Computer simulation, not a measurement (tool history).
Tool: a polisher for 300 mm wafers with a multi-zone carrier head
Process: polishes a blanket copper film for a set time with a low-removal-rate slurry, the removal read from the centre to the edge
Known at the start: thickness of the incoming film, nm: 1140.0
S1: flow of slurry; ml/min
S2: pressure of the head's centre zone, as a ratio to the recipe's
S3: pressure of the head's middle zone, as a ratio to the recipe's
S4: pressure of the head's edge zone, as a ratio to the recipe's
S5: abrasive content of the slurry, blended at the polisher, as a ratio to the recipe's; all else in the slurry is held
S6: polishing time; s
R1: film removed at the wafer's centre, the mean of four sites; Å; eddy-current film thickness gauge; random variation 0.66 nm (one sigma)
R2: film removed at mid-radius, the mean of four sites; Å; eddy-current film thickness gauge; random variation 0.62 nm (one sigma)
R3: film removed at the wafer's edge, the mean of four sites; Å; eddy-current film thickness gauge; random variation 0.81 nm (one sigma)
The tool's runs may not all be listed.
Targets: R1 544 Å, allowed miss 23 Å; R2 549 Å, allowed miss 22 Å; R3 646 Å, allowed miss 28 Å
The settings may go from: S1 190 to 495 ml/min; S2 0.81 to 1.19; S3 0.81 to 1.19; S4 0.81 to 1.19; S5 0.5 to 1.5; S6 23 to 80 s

run	day	S1	S2	S3	S4	S5	S6	R1	R2	R3
1	0	320	1	1	1	1	51	1064.6	1046.2	1081.1
2	0.092	320	1	1	1	1.1	51	1089.6	1050.4	1069.4
3	0.267	315	0.98	0.98	1	1.05	47	945.31	970.82	996.48
4	0.312	315	0.99	0.96	1.01	1	43	880.47	830.55	913.55
5	0.388	245	0.99	0.96	1.01	1	43	868.46	833.58	884.29
6	0.554	245	0.98	0.95	1	0.95	41	808.28	773.94	820.28
7	0.762	250	0.96	0.94	1	0.9	40	777.27	753.45	817.42
8	0.833	250	0.94	0.93	1	0.85	39	724.41	724.04	769.13
9	1.004	255	0.93	0.92	1.01	0.8	38	691.89	686.06	759.82
10	1.179	255	0.92	0.91	1.01	0.75	37	667.77	674.2	731.41
11	1.308	255	0.91	0.9	1.02	0.7	36	652.6	622.62	713.13
12	1.35	255	0.9	0.89	1.02	0.65	36	617.43	618.65	692.37
13	1.629	255	0.89	0.88	1.02	0.65	36	618.97	618.21	699.77
14	1.683	255	0.88	0.87	1.02	0.65	36	593.67	592.83	693.7
15	2.008	255	0.84	0.84	0.94	0.5	36	573.04	570	679.53

5 next moves are on the table. One of them brings every result within its allowed miss. Which?
A	2.333	225	0.89	0.83	0.93	0.5	36	?	?	?
B	2.333	355	0.89	0.81	0.92	0.55	34	?	?	?
C	2.333	190	0.86	0.81	0.93	0.5	39	?	?	?
D	2.333	215	0.84	0.83	0.95	0.55	35	?	?	?
E	2.333	255	0.84	0.81	0.91	0.5	38	?	?	?

move	R1	R2	R3
A	590.59	555.57	650.82
B	597.68	548	643.79
C	598.99	573.29	690.33
D	543.73	541.61	640.86
E	601.1	585.4	690.49
A: further off than the last run
B: further off than the last run
C: further off than the last run
D: meets every target
E: further off than the last run
The right move is D.
